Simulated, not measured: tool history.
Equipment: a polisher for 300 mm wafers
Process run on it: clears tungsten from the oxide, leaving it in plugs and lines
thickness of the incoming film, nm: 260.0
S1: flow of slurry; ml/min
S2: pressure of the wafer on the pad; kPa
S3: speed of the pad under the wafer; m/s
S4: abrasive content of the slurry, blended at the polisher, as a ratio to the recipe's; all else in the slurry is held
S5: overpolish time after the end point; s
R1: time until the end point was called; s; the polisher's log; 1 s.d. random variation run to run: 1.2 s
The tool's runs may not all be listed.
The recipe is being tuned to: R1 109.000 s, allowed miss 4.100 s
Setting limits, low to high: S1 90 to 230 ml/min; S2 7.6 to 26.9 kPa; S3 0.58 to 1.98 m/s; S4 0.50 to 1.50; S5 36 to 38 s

{"run": 1, "day": 0.0, "S1": 150, "S2": 17.2, "S3": 1.28, "S4": 1.0, "S5": 36, "R1": 75.726}
{"run": 2, "day": 0.279, "S1": 145, "S2": 15.2, "S3": 1.28, "S4": 1.0, "S5": 36, "R1": 84.307}
{"run": 3, "day": 0.583, "S1": 160, "S2": 15.2, "S3": 1.28, "S4": 1.0, "S5": 36, "R1": 83.104}
{"run": 4, "day": 0.912, "S1": 160, "S2": 15.2, "S3": 1.28, "S4": 1.0, "S5": 38, "R1": 82.978}
{"run": 5, "day": 1.204, "S1": 160, "S2": 15.2, "S3": 1.28, "S4": 1.0, "S5": 36, "R1": 82.209}
{"run": 6, "day": 1.325, "S1": 150, "S2": 13.8, "S3": 1.28, "S4": 1.0, "S5": 36, "R1": 89.079}
{"run": 7, "day": 1.675, "S1": 150, "S2": 13.8, "S3": 1.28, "S4": 1.0, "S5": 36, "R1": 87.944}
{"run": 8, "day": 2.033, "S1": 150, "S2": 12.4, "S3": 1.28, "S4": 1.0, "S5": 36, "R1": 96.184}
{"run": 9, "day": 2.233, "S1": 150, "S2": 11.7, "S3": 1.28, "S4": 1.0, "S5": 36, "R1": 99.081}
{"run": 10, "day": 2.546, "S1": 140, "S2": 9.7, "S3": 1.28, "S4": 1.0, "S5": 36, "R1": 116.07}
{"run": 11, "day": 2.629, "S1": 145, "S2": 9.7, "S3": 1.28, "S4": 1.0, "S5": 36, "R1": 116.97}
{"run": 12, "day": 2.925, "S1": 150, "S2": 9.7, "S3": 1.28, "S4": 1.0, "S5": 36, "R1": 116.89}

Consider the 4 candidate settings below. Which is the only one whose results all fall within their allowed miss of target?
{"run": "A", "day": 3.221, "S1": 110, "S2": 14.5, "S3": 1.02, "S4": 1.15, "S5": 38, "R1": "?"}
{"run": "B", "day": 3.221, "S1": 160, "S2": 9.0, "S3": 1.3, "S4": 0.95, "S5": 38, "R1": "?"}
{"run": "C", "day": 3.221, "S1": 125, "S2": 11.0, "S3": 1.14, "S4": 1.05, "S5": 38, "R1": "?"}
{"run": "D", "day": 3.221, "S1": 165, "S2": 9.0, "S3": 1.28, "S4": 1.0, "S5": 38, "R1": "?"}

move=A R1=106.670
move=B R1=120.850
move=C R1=118.730
move=D R1=119.940
A: in spec on every target
B: moves away from the targets compared with the last run
C: moves away from the targets compared with the last run
D: moves away from the targets compared with the last run
Go with A: it meets all targets.
